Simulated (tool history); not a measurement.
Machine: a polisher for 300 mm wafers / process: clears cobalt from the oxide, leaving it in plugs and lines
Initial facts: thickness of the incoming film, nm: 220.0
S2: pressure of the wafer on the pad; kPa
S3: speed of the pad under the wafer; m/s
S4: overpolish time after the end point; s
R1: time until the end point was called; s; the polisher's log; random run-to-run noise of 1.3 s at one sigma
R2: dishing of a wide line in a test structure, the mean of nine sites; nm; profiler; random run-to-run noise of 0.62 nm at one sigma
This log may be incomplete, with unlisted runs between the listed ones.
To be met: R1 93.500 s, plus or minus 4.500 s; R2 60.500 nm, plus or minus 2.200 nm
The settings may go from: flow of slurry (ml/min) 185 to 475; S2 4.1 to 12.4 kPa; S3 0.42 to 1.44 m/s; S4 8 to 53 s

{"run": 1, "hour": 0.0, "flow of slurry (ml/min)": 305, "S2": 8.3, "S3": 0.92, "S4": 27, "R1": 94.126, "R2": 43.889}
{"run": 2, "hour": 3.4, "flow of slurry (ml/min)": 305, "S2": 8.3, "S3": 0.74, "S4": 27, "R1": 119.86, "R2": 37.776}
{"run": 3, "hour": 10.7, "flow of slurry (ml/min)": 270, "S2": 8.3, "S3": 0.74, "S4": 27, "R1": 119.76, "R2": 38.421}
{"run": 4, "hour": 13.2, "flow of slurry (ml/min)": 270, "S2": 8.3, "S3": 0.74, "S4": 38, "R1": 119.66, "R2": 47.237}
{"run": 5, "hour": 17.6, "flow of slurry (ml/min)": 340, "S2": 8.3, "S3": 0.74, "S4": 38, "R1": 119.43, "R2": 48.687}
{"run": 6, "hour": 26.1, "flow of slurry (ml/min)": 340, "S2": 9.7, "S3": 0.74, "S4": 40, "R1": 100.19, "R2": 53.321}
{"run": 7, "hour": 29.9, "flow of slurry (ml/min)": 340, "S2": 9.7, "S3": 0.74, "S4": 41, "R1": 100.58, "R2": 53.865}
{"run": 8, "hour": 32.0, "flow of slurry (ml/min)": 340, "S2": 9.7, "S3": 0.74, "S4": 42, "R1": 102.57, "R2": 55.119}

4 next moves are on the table. One of them brings every result within its allowed miss. Which?
{"run": "A", "hour": 34.1, "flow of slurry (ml/min)": 360, "S2": 9.0, "S3": 0.86, "S4": 42, "R1": "?", "R2": "?"}
{"run": "B", "hour": 34.1, "flow of slurry (ml/min)": 365, "S2": 11.0, "S3": 0.8, "S4": 42, "R1": "?", "R2": "?"}
{"run": "C", "hour": 34.1, "flow of slurry (ml/min)": 235, "S2": 9.0, "S3": 0.88, "S4": 47, "R1": "?", "R2": "?"}
{"run": "D", "hour": 34.1, "flow of slurry (ml/min)": 370, "S2": 9.7, "S3": 0.8, "S4": 38, "R1": "?", "R2": "?"}

move=A R1=94.874 R2=55.596
move=B R1=83.035 R2=58.848
move=C R1=95.299 R2=58.325
move=D R1=94.517 R2=53.048
A: closes in on the targets versus the last run, not all within tolerance yet
B: the furthest-off result lands on target, but another misses its tolerance
C: in spec on every target
D: further off than the last run
Correct choice: C, which meets every target
